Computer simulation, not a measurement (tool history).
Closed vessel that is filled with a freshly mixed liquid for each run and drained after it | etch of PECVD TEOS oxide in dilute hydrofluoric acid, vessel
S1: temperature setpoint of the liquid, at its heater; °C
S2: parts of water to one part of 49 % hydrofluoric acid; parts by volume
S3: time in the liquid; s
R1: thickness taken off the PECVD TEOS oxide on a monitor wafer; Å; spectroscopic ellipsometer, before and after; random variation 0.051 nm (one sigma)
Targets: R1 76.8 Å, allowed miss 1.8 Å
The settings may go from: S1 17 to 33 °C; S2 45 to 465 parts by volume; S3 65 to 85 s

run    day    S1   S2  S3      R1
  1      0    25  255  85  35.869
  2  0.258    25  215  85  44.413
  3  0.296    26  210  85  47.555
  4  0.625  24.5  210  85  45.421
  5  0.725    23  210  85  42.916
  6  0.808    24  205  85  45.798
  7  1.162    25  200  85  48.431
  8  1.479    26  195  85  51.636
  9  1.725    27  190  85  56.036
 10  2.088  27.5  190  85  56.589

Which of these 4 next moves meets every target?
  A  2.45  28.5  145  85   ?
  B  2.45  23.5  125  85   ?
  C  2.45    28  145  85   ?
  D  2.45    27  145  85   ?

move      R1
   A  81.073
   B  79.745
   C  79.597
   D  76.704
A: takes the result that was furthest off past its target
B: takes the result that was furthest off past its target
C: takes the result that was furthest off past its target
D: meets every target
Answer: D
